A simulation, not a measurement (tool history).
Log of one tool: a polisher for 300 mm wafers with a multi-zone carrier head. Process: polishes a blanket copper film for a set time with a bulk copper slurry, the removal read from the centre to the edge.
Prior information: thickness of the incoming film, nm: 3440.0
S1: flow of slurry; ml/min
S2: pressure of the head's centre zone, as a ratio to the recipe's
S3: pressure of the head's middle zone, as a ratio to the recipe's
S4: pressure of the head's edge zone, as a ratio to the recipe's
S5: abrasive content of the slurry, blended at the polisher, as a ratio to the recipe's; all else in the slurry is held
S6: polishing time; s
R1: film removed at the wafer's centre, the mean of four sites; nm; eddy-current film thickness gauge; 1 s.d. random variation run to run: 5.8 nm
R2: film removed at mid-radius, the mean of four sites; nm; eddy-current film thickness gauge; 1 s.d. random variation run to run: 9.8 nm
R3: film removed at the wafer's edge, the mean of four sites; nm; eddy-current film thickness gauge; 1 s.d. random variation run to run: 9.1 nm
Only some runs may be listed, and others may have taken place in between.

run 1 hour=0.0 | S1=310 S2=1.00 S3=1.00 S4=1.00 S5=1.00 S6=53 | R1=626.70 R2=621.52 R3=639.40
run 2 hour=8.4 | S1=320 S2=1.05 S3=1.01 S4=1.02 S5=1.05 S6=53 | R1=661.93 R2=625.42 R3=628.04
run 3 hour=13.2 | S1=320 S2=1.06 S3=1.00 S4=1.03 S5=1.15 S6=54 | R1=714.71 R2=656.88 R3=659.21
run 4 hour=21.1 | S1=320 S2=1.06 S3=1.00 S4=1.03 S5=1.15 S6=44 | R1=578.33 R2=540.47 R3=539.36
run 5 hour=26.2 | S1=320 S2=1.02 S3=1.00 S4=1.03 S5=1.15 S6=44 | R1=546.12 R2=530.42 R3=542.33
run 6 hour=33.3 | S1=320 S2=1.05 S3=1.00 S4=1.03 S5=1.15 S6=44 | R1=564.69 R2=521.44 R3=552.55
run 7 hour=36.1 | S1=315 S2=1.06 S3=1.00 S4=1.05 S5=1.25 S6=47 | R1=625.98 R2=580.97 R3=607.21
run 8 hour=42.1 | S1=310 S2=1.10 S3=1.02 S4=1.07 S5=1.35 S6=48 | R1=669.58 R2=615.16 R3=629.34

What will run 9 give?
run 9 hour=45.2 | S1=315 S2=1.13 S3=1.03 S4=1.09 S5=1.40 S6=49 | R1=? R2=? R3=?

R1: 712.30 nm
R2: 629.30 nm
R3: 657.60 nm
